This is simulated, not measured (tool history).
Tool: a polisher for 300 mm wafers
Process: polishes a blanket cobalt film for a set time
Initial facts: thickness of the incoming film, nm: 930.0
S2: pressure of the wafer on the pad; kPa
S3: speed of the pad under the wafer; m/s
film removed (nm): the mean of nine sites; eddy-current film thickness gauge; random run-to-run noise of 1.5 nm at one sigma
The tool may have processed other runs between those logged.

{"run": 1, "hour": 0.0, "flow of slurry (ml/min)": 125, "S2": 10.3, "S3": 0.86, "polishing time (s)": 58, "film removed (nm)": 163.81}
{"run": 2, "hour": 2.8, "flow of slurry (ml/min)": 130, "S2": 10.3, "S3": 0.86, "polishing time (s)": 58, "film removed (nm)": 166.24}
{"run": 3, "hour": 11.7, "flow of slurry (ml/min)": 140, "S2": 10.3, "S3": 0.86, "polishing time (s)": 58, "film removed (nm)": 165.97}
{"run": 4, "hour": 17.8, "flow of slurry (ml/min)": 115, "S2": 10.3, "S3": 0.86, "polishing time (s)": 58, "film removed (nm)": 162.06}
{"run": 5, "hour": 20.2, "flow of slurry (ml/min)": 120, "S2": 10.3, "S3": 0.86, "polishing time (s)": 58, "film removed (nm)": 162.75}
{"run": 6, "hour": 23.9, "flow of slurry (ml/min)": 125, "S2": 10.3, "S3": 0.86, "polishing time (s)": 58, "film removed (nm)": 164.01}
{"run": 7, "hour": 30.1, "flow of slurry (ml/min)": 130, "S2": 10.3, "S3": 0.86, "polishing time (s)": 58, "film removed (nm)": 166.27}
{"run": 8, "hour": 37.6, "flow of slurry (ml/min)": 135, "S2": 10.3, "S3": 0.86, "polishing time (s)": 58, "film removed (nm)": 166.98}

Predict the results of run 9:
{"run": 9, "hour": 40.6, "flow of slurry (ml/min)": 170, "S2": 11.7, "S3": 0.86, "polishing time (s)": 58, "film removed (nm)": "?"}

Run 9 gave film removed (nm) 188.38.

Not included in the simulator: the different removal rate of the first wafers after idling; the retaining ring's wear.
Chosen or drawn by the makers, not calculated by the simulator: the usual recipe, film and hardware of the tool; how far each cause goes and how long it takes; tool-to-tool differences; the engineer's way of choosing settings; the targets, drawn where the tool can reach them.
